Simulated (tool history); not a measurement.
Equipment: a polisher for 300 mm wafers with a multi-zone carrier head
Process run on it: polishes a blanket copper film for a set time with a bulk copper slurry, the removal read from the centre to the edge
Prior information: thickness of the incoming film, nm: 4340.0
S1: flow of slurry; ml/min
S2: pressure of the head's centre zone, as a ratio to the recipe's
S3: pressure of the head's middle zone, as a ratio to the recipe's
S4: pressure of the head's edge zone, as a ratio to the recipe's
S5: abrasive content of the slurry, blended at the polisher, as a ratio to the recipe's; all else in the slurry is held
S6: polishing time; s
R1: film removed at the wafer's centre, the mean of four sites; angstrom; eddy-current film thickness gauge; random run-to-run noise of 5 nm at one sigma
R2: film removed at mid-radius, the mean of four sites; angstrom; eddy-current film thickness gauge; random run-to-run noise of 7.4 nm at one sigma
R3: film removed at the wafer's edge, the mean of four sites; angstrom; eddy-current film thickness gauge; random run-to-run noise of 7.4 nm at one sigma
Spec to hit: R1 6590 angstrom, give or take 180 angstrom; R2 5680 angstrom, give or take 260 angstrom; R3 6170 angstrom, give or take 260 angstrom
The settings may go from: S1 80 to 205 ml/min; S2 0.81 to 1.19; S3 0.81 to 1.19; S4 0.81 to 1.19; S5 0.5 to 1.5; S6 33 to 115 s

run,day,S1,S2,S3,S4,S5,S6,R1,R2,R3
1,0,135,1,1,1,1,73,4370.7,4256.5,4223.1
2,0.346,140,1.01,1,1.02,1.05,74,4583.6,4417.8,4340
3,0.588,140,1.01,0.99,1.03,1.1,76,4650.6,4624.3,4526.6
4,0.875,155,1.01,0.99,1.03,1.1,76,4838,4562.7,4473.1
5,1.092,135,1.01,0.99,1.03,1.1,76,4680.4,4508.5,4408.1
6,1.396,135,1.01,0.99,0.97,1.1,76,4653.4,4458.2,4256.5
7,1.496,160,1.08,0.92,1.07,1.35,89,6301.6,5394.6,5760.8
8,1.696,160,1.08,0.92,1.08,1.35,89,6340.3,5441.7,5842.2
9,1.979,160,1.08,0.92,1.08,1.35,89,6346,5393.8,5825.6

Of the 5 settings listed for the next run, only one would bring every result within its allowed miss of target. Which one?
A,2.262,175,1.11,0.9,1.06,1.4,87,?,?,?
B,2.262,185,1.18,0.94,1.12,1.3,80,?,?,?
C,2.262,145,1.05,0.89,1.07,1.5,95,?,?,?
D,2.262,180,1.1,0.95,1.08,1.45,78,?,?,?
E,2.262,160,1.11,0.9,1.08,1.35,81,?,?,?

move,R1,R2,R3
A,6441.2,5407.5,5759
B,6256.3,5077.8,5384.5
C,6489.5,5747.1,6256.2
D,5803.1,5096.8,5270.8
E,5837.5,4910.7,5302.1
A: the worst result of the last run now meets its target, but another is out of spec
B: misses by more than the last run did
C: every result lands within tolerance
D: misses by more than the last run did
E: misses by more than the last run did
Move C is the one to make.
